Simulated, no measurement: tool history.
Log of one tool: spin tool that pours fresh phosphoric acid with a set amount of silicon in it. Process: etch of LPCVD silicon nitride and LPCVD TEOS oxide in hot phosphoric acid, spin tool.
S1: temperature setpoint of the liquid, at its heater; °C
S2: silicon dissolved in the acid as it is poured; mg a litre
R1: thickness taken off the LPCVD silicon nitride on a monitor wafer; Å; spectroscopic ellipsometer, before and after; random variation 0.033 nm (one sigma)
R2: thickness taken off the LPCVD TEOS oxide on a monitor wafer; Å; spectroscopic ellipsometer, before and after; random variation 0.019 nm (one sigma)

{"run": 1, "hour": 0.0, "S1": 161, "S2": 12.5, "time under the liquid (s)": 80, "R1": 65.166, "R2": 1.9913}
{"run": 2, "hour": 7.0, "S1": 160, "S2": 12.5, "time under the liquid (s)": 80, "R1": 63.627, "R2": 2.2191}
{"run": 3, "hour": 11.5, "S1": 158.5, "S2": 12.5, "time under the liquid (s)": 80, "R1": 60.166, "R2": 1.4561}
{"run": 4, "hour": 20.4, "S1": 158.5, "S2": 7, "time under the liquid (s)": 80, "R1": 60.653, "R2": 2.2013}
{"run": 5, "hour": 21.2, "S1": 158, "S2": 7.5, "time under the liquid (s)": 80, "R1": 59.425, "R2": 1.8277}
{"run": 6, "hour": 24.4, "S1": 157.5, "S2": 7.5, "time under the liquid (s)": 80, "R1": 58.98, "R2": 1.4066}
{"run": 7, "hour": 30.3, "S1": 157.5, "S2": 7, "time under the liquid (s)": 80, "R1": 58.217, "R2": 1.5455}

Forecast run 8:
{"hour": 38.7, "done": "dissolved silicon flow meter replaced"}
{"run": 8, "hour": 38.7, "S1": 157.5, "S2": 6.5, "time under the liquid (s)": 80, "R1": "?", "R2": "?"}

Run 8 gave R1 58.261 Å, R2 1.916 Å.
